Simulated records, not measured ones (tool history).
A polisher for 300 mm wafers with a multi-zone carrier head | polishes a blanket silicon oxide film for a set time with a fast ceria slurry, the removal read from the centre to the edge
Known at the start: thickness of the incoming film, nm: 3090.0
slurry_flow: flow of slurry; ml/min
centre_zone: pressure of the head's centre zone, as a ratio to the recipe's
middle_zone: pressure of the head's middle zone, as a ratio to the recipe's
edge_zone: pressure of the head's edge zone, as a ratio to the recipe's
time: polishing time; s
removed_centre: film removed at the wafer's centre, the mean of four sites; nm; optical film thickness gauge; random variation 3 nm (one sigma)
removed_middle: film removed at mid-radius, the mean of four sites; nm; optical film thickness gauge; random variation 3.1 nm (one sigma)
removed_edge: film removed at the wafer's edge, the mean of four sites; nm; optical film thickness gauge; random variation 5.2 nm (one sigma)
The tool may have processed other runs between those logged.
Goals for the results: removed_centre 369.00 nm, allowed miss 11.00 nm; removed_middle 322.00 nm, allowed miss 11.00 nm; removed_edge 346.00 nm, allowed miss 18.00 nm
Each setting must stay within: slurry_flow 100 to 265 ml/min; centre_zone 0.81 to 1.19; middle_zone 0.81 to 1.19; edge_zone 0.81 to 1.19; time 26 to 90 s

| run | day | slurry_flow | centre_zone | middle_zone | edge_zone | time | removed_centre | removed_middle | removed_edge |
|---|---|---|---|---|---|---|---|---|---|
| 1 | 0.000 | 170 | 1.00 | 1.00 | 1.00 | 58 | 510.49 | 519.42 | 501.89 |
| 2 | 0.242 | 165 | 1.00 | 0.97 | 0.98 | 54 | 470.60 | 457.44 | 458.11 |
| 3 | 0.575 | 160 | 0.99 | 0.95 | 0.95 | 52 | 446.21 | 429.75 | 434.76 |
| 4 | 0.633 | 160 | 1.03 | 0.95 | 0.95 | 52 | 469.03 | 434.75 | 437.79 |
| 5 | 0.892 | 155 | 1.02 | 0.93 | 0.93 | 50 | 439.59 | 409.10 | 398.83 |
| 6 | 1.042 | 155 | 1.02 | 0.85 | 0.93 | 50 | 443.82 | 376.47 | 406.57 |
| 7 | 1.379 | 150 | 1.01 | 0.84 | 0.92 | 49 | 428.25 | 367.70 | 396.39 |
| 8 | 1.729 | 145 | 1.00 | 0.83 | 0.91 | 48 | 409.47 | 359.41 | 388.41 |
| 9 | 2.025 | 140 | 1.00 | 0.83 | 0.90 | 47 | 395.19 | 340.74 | 374.00 |
| 10 | 2.088 | 135 | 1.00 | 0.83 | 0.89 | 47 | 394.24 | 342.96 | 373.00 |
| 11 | 2.125 | 130 | 1.00 | 0.83 | 0.88 | 47 | 385.65 | 337.38 | 364.30 |
| 12 | 2.233 | 125 | 1.00 | 0.83 | 0.87 | 47 | 384.13 | 334.75 | 366.95 |
| 13 | 2.492 | 125 | 1.00 | 0.83 | 0.86 | 47 | 385.58 | 335.67 | 355.55 |
| 14 | 2.617 | 120 | 1.00 | 0.83 | 0.86 | 47 | 379.84 | 324.98 | 356.59 |
| 15 | 2.854 | 120 | 1.00 | 0.83 | 0.85 | 47 | 384.60 | 329.48 | 364.62 |

Which single option among these 5 for the next run brings every result within its allowed miss of target? Just one does.
| A | 3.092 | 155 | 1.05 | 0.81 | 0.85 | 46 | ? | ? | ? |
| B | 3.092 | 190 | 1.02 | 0.98 | 0.87 | 40 | ? | ? | ? |
| C | 3.092 | 105 | 0.95 | 0.88 | 0.86 | 51 | ? | ? | ? |
| D | 3.092 | 155 | 1.00 | 0.85 | 0.90 | 43 | ? | ? | ? |
| E | 3.092 | 125 | 1.07 | 0.81 | 0.90 | 46 | ? | ? | ? |

| move | removed_centre | removed_middle | removed_edge |
|---|---|---|---|
| A | 423.86 | 331.78 | 361.64 |
| B | 373.83 | 350.82 | 325.89 |
| C | 377.96 | 355.31 | 374.68 |
| D | 377.32 | 322.67 | 346.74 |
| E | 407.81 | 315.26 | 357.95 |
A: the biggest miss grows against the last run
B: gets the furthest-off result to its target, but another result is out of tolerance
C: gets the furthest-off result to its target, but another result is out of tolerance
D: each result inside its tolerance
E: the biggest miss grows against the last run
The move that meets every target is D.
